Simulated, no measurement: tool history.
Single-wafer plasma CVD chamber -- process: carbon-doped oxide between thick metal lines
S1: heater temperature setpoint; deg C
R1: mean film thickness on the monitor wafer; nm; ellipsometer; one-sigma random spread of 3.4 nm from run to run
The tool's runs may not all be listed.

run 1 hour=0 | S1=345 chamber_pressure_(Torr)=5.01 RF_power_(kW)=0.67 deposition_time_(s)=183 | R1=1127
run 2 hour=1 | S1=345 chamber_pressure_(Torr)=5.01 RF_power_(kW)=0.715 deposition_time_(s)=183 | R1=1176
run 3 hour=8.4 | S1=345 chamber_pressure_(Torr)=5.01 RF_power_(kW)=0.65 deposition_time_(s)=183 | R1=1103
run 4 hour=14.7 | S1=336 chamber_pressure_(Torr)=5.01 RF_power_(kW)=0.65 deposition_time_(s)=183 | R1=1138.3
run 5 hour=16 | S1=340 chamber_pressure_(Torr)=4.53 RF_power_(kW)=0.6 deposition_time_(s)=182 | R1=1029.7
run 6 hour=23.8 | S1=346 chamber_pressure_(Torr)=4.53 RF_power_(kW)=0.6 deposition_time_(s)=182 | R1=1010
run 7 hour=29.3 | S1=349 chamber_pressure_(Torr)=4.15 RF_power_(kW)=0.59 deposition_time_(s)=182 | R1=976.38

The next listed run, before its measurement:
run 8 hour=30 | S1=351 chamber_pressure_(Torr)=3.85 RF_power_(kW)=0.58 deposition_time_(s)=182 | R1=?

For run 8 the tool returned R1 946.47 nm.
